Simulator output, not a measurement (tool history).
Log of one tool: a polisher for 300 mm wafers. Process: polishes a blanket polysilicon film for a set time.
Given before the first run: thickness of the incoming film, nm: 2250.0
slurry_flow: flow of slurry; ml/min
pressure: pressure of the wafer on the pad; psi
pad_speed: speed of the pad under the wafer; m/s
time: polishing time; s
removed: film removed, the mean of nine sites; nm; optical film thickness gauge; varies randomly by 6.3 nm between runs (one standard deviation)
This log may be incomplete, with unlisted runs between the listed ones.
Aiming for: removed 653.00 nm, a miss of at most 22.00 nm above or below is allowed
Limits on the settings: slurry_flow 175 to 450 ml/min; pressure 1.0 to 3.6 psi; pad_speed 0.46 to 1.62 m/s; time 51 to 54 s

{"run": 1, "day": 0.0, "slurry_flow": 290, "pressure": 2.3, "pad_speed": 1.04, "time": 51, "removed": 366.7}
{"run": 2, "day": 0.221, "slurry_flow": 290, "pressure": 2.7, "pad_speed": 1.04, "time": 51, "removed": 436.83}
{"run": 3, "day": 0.425, "slurry_flow": 290, "pressure": 3.0, "pad_speed": 1.04, "time": 51, "removed": 487.68}
{"run": 4, "day": 0.488, "slurry_flow": 335, "pressure": 3.0, "pad_speed": 1.04, "time": 51, "removed": 489.94}
{"run": 5, "day": 0.621, "slurry_flow": 335, "pressure": 3.2, "pad_speed": 1.06, "time": 51, "removed": 534.11}
{"run": 6, "day": 0.971, "slurry_flow": 335, "pressure": 3.2, "pad_speed": 0.94, "time": 51, "removed": 479.56}
{"run": 7, "day": 1.096, "slurry_flow": 335, "pressure": 3.3, "pad_speed": 0.98, "time": 51, "removed": 510.86}
{"run": 8, "day": 1.404, "slurry_flow": 335, "pressure": 3.4, "pad_speed": 1.02, "time": 51, "removed": 542.09}

Exactly one of the 5 candidate moves below puts every result within its allowed miss. Which one?
{"run": "A", "day": 1.712, "slurry_flow": 370, "pressure": 3.3, "pad_speed": 0.94, "time": 51, "removed": "?"}
{"run": "B", "day": 1.712, "slurry_flow": 305, "pressure": 3.3, "pad_speed": 0.92, "time": 51, "removed": "?"}
{"run": "C", "day": 1.712, "slurry_flow": 395, "pressure": 3.6, "pad_speed": 1.0, "time": 51, "removed": "?"}
{"run": "D", "day": 1.712, "slurry_flow": 330, "pressure": 3.4, "pad_speed": 0.96, "time": 51, "removed": "?"}
{"run": "E", "day": 1.712, "slurry_flow": 310, "pressure": 3.3, "pad_speed": 1.22, "time": 54, "removed": "?"}

move=A removed=498.90
move=B removed=482.38
move=C removed=573.44
move=D removed=517.39
move=E removed=642.46
A: misses by more than the last run did
B: misses by more than the last run did
C: gains on the last run, yet a result remains outside its allowed miss
D: misses by more than the last run did
E: all results in spec
E is the move that brings every result within its allowed miss.
